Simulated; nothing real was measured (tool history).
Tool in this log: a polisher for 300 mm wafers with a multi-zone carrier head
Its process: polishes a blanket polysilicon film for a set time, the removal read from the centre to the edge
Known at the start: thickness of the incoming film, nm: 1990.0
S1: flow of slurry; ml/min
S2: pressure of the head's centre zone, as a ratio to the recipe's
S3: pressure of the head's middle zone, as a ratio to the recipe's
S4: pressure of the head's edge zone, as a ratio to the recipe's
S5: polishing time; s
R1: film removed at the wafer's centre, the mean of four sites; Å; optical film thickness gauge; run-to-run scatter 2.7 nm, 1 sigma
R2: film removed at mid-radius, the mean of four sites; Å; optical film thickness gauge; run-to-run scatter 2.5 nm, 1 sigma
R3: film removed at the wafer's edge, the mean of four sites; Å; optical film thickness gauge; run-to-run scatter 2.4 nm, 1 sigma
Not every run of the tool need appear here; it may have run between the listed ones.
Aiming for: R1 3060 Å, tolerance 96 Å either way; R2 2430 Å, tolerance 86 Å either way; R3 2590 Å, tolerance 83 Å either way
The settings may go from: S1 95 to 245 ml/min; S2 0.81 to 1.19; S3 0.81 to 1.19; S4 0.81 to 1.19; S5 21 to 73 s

{"run": 1, "hour": 0.0, "S1": 155, "S2": 1, "S3": 1, "S4": 1, "S5": 47, "R1": 3182.5, "R2": 3149.1, "R3": 3084.8}
{"run": 2, "hour": 3.8, "S1": 155, "S2": 1.05, "S3": 1, "S4": 1, "S5": 47, "R1": 3330.8, "R2": 3076.6, "R3": 3060.8}
{"run": 3, "hour": 10.8, "S1": 155, "S2": 1.05, "S3": 1.06, "S4": 1, "S5": 47, "R1": 3293.3, "R2": 3256.1, "R3": 3156.4}
{"run": 4, "hour": 12.3, "S1": 145, "S2": 1.05, "S3": 1.02, "S4": 0.99, "S5": 46, "R1": 3177.4, "R2": 3018.3, "R3": 3008}
{"run": 5, "hour": 20.2, "S1": 145, "S2": 1.05, "S3": 1.02, "S4": 1.07, "S5": 46, "R1": 3216.3, "R2": 3034.6, "R3": 3090}
{"run": 6, "hour": 24.8, "S1": 175, "S2": 1.05, "S3": 1.02, "S4": 1.07, "S5": 46, "R1": 3348.8, "R2": 3156, "R3": 3228.4}
{"run": 7, "hour": 31.4, "S1": 160, "S2": 1.06, "S3": 0.99, "S4": 1.05, "S5": 46, "R1": 3325.8, "R2": 3042.3, "R3": 3122.2}
{"run": 8, "hour": 38.6, "S1": 150, "S2": 1.06, "S3": 0.96, "S4": 1.03, "S5": 45, "R1": 3230.3, "R2": 2863.9, "R3": 3018.7}
{"run": 9, "hour": 44.5, "S1": 115, "S2": 1.1, "S3": 0.87, "S4": 0.93, "S5": 41, "R1": 2797.7, "R2": 2237.9, "R3": 2487}
{"run": 10, "hour": 51.5, "S1": 125, "S2": 1.1, "S3": 0.88, "S4": 0.93, "S5": 41, "R1": 2868, "R2": 2341, "R3": 2505.5}
{"run": 11, "hour": 54.2, "S1": 130, "S2": 1.1, "S3": 0.88, "S4": 0.93, "S5": 41, "R1": 2924.9, "R2": 2389.2, "R3": 2551.3}
{"run": 12, "hour": 57.8, "S1": 135, "S2": 1.11, "S3": 0.87, "S4": 0.93, "S5": 41, "R1": 2912, "R2": 2382.3, "R3": 2571.3}
{"run": 13, "hour": 64.0, "S1": 150, "S2": 1.16, "S3": 0.88, "S4": 0.92, "S5": 41, "R1": 3180.6, "R2": 2443.5, "R3": 2605.2}

Of the 5 settings listed for the next run, only one would bring every result within its allowed miss of target. Which one?
{"run": "A", "hour": 70.2, "S1": 170, "S2": 1.17, "S3": 0.87, "S4": 0.93, "S5": 42, "R1": "?", "R2": "?", "R3": "?"}
{"run": "B", "hour": 70.2, "S1": 150, "S2": 1.19, "S3": 0.83, "S4": 0.96, "S5": 42, "R1": "?", "R2": "?", "R3": "?"}
{"run": "C", "hour": 70.2, "S1": 160, "S2": 1.12, "S3": 0.82, "S4": 0.85, "S5": 43, "R1": "?", "R2": "?", "R3": "?"}
{"run": "D", "hour": 70.2, "S1": 160, "S2": 1.14, "S3": 0.81, "S4": 0.89, "S5": 42, "R1": "?", "R2": "?", "R3": "?"}
{"run": "E", "hour": 70.2, "S1": 125, "S2": 1.14, "S3": 0.89, "S4": 0.91, "S5": 42, "R1": "?", "R2": "?", "R3": "?"}

move=A R1=3377.5 R2=2550 R3=2670.6
move=B R1=3341.3 R2=2401.8 R3=2664.2
move=C R1=3265.9 R2=2470.4 R3=2604.1
move=D R1=3247.1 R2=2390.8 R3=2597.3
move=E R1=3049.7 R2=2425.3 R3=2519
A: further off than the last run
B: further off than the last run
C: further off than the last run
D: further off than the last run
E: in spec on every target
So the answer is move E, the one that meets all the targets.
